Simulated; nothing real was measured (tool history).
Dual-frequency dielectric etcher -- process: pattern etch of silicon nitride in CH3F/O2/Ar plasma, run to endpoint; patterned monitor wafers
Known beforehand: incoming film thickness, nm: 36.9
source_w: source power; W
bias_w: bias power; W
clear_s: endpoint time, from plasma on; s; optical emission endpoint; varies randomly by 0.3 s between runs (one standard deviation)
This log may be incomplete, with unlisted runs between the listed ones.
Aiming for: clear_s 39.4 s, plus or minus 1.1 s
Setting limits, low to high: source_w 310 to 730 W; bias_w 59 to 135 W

| run | hour | source_w | bias_w | clear_s |
|---|---|---|---|---|
| 1 | 0 | 520 | 97 | 47.644 |
| 2 | 1.5 | 590 | 97 | 45.771 |
| 3 | 8.3 | 610 | 101 | 44.289 |
| 4 | 9.6 | 630 | 104 | 43.929 |
| 5 | 10.9 | 650 | 108 | 42.718 |
| 6 | 16.5 | 650 | 116 | 41.78 |
| 7 | 24.4 | 660 | 118 | 42.009 |
| 8 | 32 | 670 | 120 | 41.238 |
| 9 | 33.4 | 680 | 121 | 40.662 |

Next run, 4 choices. One meets every target within its allowed miss, the rest don't. Which?
| A | 34.8 | 670 | 135 | ? |
| B | 34.8 | 640 | 117 | ? |
| C | 34.8 | 610 | 119 | ? |
| D | 34.8 | 640 | 116 | ? |

| move | clear_s |
|---|---|
| A | 39.728 |
| B | 42.009 |
| C | 42.666 |
| D | 42.1 |
A: hits every target within its allowed miss
B: the biggest miss grows against the last run
C: the biggest miss grows against the last run
D: the biggest miss grows against the last run
So the answer is move A, the one that meets all the targets.
